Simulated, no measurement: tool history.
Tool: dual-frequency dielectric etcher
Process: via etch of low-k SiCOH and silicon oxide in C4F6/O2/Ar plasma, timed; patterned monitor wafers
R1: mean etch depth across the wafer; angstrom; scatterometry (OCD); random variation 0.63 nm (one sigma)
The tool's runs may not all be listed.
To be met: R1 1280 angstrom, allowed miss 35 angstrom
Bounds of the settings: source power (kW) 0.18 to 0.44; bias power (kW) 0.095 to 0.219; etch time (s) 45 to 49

run 1 hour=0 | source_power_(kW)=0.31 bias_power_(kW)=0.157 etch_time_(s)=49 | R1=1139.9
run 2 hour=6.4 | source_power_(kW)=0.26 bias_power_(kW)=0.157 etch_time_(s)=49 | R1=1016.6
run 3 hour=10.6 | source_power_(kW)=0.29 bias_power_(kW)=0.16 etch_time_(s)=49 | R1=1093.3
run 4 hour=17.5 | source_power_(kW)=0.31 bias_power_(kW)=0.163 etch_time_(s)=49 | R1=1155.9
run 5 hour=25.3 | source_power_(kW)=0.26 bias_power_(kW)=0.163 etch_time_(s)=49 | R1=1023.6
run 6 hour=27.2 | source_power_(kW)=0.26 bias_power_(kW)=0.141 etch_time_(s)=49 | R1=968.16
run 7 hour=30 | source_power_(kW)=0.3 bias_power_(kW)=0.144 etch_time_(s)=49 | R1=1079
run 8 hour=30.8 | source_power_(kW)=0.32 bias_power_(kW)=0.146 etch_time_(s)=49 | R1=1127.4
run 9 hour=32.5 | source_power_(kW)=0.34 bias_power_(kW)=0.148 etch_time_(s)=49 | R1=1178.6
run 10 hour=37.1 | source_power_(kW)=0.35 bias_power_(kW)=0.149 etch_time_(s)=49 | R1=1194.7
run 11 hour=42.8 | source_power_(kW)=0.36 bias_power_(kW)=0.15 etch_time_(s)=49 | R1=1223

4 next moves are on the table. One of them brings every result within its allowed miss. Which?
run A hour=48.5 | source_power_(kW)=0.37 bias_power_(kW)=0.148 etch_time_(s)=47.5 | R1=?
run B hour=48.5 | source_power_(kW)=0.42 bias_power_(kW)=0.146 etch_time_(s)=47.5 | R1=?
run C hour=48.5 | source_power_(kW)=0.36 bias_power_(kW)=0.156 etch_time_(s)=47.5 | R1=?
run D hour=48.5 | source_power_(kW)=0.38 bias_power_(kW)=0.155 etch_time_(s)=45 | R1=?

move=A R1=1195.5
move=B R1=1277
move=C R1=1200.4
move=D R1=1170.1
A: further off than the last run
B: meets every target
C: further off than the last run
D: further off than the last run
Move B is the one to make.
